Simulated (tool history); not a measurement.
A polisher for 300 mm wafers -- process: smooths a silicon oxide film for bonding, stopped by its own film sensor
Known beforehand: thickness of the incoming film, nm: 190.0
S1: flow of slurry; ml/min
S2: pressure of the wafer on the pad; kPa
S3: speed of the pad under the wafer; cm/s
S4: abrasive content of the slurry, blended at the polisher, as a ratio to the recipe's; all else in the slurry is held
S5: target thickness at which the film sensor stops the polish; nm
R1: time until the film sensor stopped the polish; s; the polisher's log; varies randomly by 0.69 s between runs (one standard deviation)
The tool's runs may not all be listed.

run 1 hour=0.0 | S1=250 S2=9.0 S3=108 S4=1.0 S5=144 | R1=70.478
run 2 hour=8.1 | S1=250 S2=7.6 S3=108 S4=1.0 S5=144 | R1=82.774
run 3 hour=10.5 | S1=250 S2=9.0 S3=110 S4=1.0 S5=144 | R1=69.826
run 4 hour=16.4 | S1=215 S2=9.0 S3=110 S4=1.0 S5=144 | R1=71.949
run 5 hour=24.8 | S1=155 S2=9.0 S3=110 S4=1.0 S5=144 | R1=73.035
run 6 hour=27.6 | S1=155 S2=9.0 S3=98 S4=1.0 S5=144 | R1=77.583
run 7 hour=33.2 | S1=155 S2=10.3 S3=100 S4=1.0 S5=144 | R1=67.788

Run 8 comes next. What will it give?
run 8 hour=39.9 | S1=155 S2=11.0 S3=102 S4=1.0 S5=144 | R1=?

R1: 63.086 s
